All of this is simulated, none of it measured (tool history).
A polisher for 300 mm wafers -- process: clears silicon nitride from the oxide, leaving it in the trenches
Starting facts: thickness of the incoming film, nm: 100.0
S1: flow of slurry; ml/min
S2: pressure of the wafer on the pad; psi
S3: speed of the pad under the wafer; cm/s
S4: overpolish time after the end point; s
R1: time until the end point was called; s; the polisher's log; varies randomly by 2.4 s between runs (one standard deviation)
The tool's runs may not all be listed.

run  hour   S1   S2   S3  S4      R1
  1     0  185  2.8  104  47  91.205
  2   2.7  185  2.8  104  50  89.891
  3   3.7  185  2.8  104  50  89.492
  4   8.3  185  2.8  120  50  79.261
  5    12  185  2.8  120  50  78.778
  6  14.7  185  2.2  120  50  98.971

What will run 7 give?
  7  23.5  160  1.4  92  50   ?

{"run 7": {"R1": 205.25}}
